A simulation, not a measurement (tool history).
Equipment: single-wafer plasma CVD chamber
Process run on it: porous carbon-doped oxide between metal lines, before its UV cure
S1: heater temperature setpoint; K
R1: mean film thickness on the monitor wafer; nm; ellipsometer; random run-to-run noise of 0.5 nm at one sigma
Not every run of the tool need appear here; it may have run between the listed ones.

Run 1, hour 0: S1 563.15 K, RF power (W) 665, deposition time (s) 14.9. Result: R1 93.288 nm.
Run 2, hour 3: S1 565.15 K, RF power (W) 665, deposition time (s) 14.9. Result: R1 91.847 nm.
Run 3, hour 10.1: S1 565.15 K, RF power (W) 755, deposition time (s) 14.9. Result: R1 98.157 nm.
Run 4, hour 14.6: S1 568.15 K, RF power (W) 750, deposition time (s) 14.9. Result: R1 96.747 nm.
Run 5, hour 16: S1 568.15 K, RF power (W) 750, deposition time (s) 14.9. Result: R1 96.319 nm.
Run 6, hour 21.2: S1 570.15 K, RF power (W) 745, deposition time (s) 14.9. Result: R1 95.43 nm.
Run 7, hour 21.7: S1 572.15 K, RF power (W) 740, deposition time (s) 14.9. Result: R1 92.785 nm.
Run 8, hour 27: S1 573.15 K, RF power (W) 740, deposition time (s) 14.9. Result: R1 93.71 nm.
Run 9, hour 35.9: S1 573.15 K, RF power (W) 740, deposition time (s) 14.9. Result: R1 94.413 nm.
Run 10, hour 41.2: S1 574.15 K, RF power (W) 730, deposition time (s) 14.9. Result: R1 93.054 nm.
Run 11, hour 49.1: S1 576.15 K, RF power (W) 725, deposition time (s) 14.9. Result: R1 90.479 nm.
Run 12, hour 54.6: S1 577.15 K, RF power (W) 725, deposition time (s) 14.9. Result: R1 90.338 nm.

Run 13 comes next. What will it give?
Run 13, hour 62.9: S1 578.15 K, RF power (W) 725, deposition time (s) 14.9. Result: R1 ?.

R1: 90.122 nm
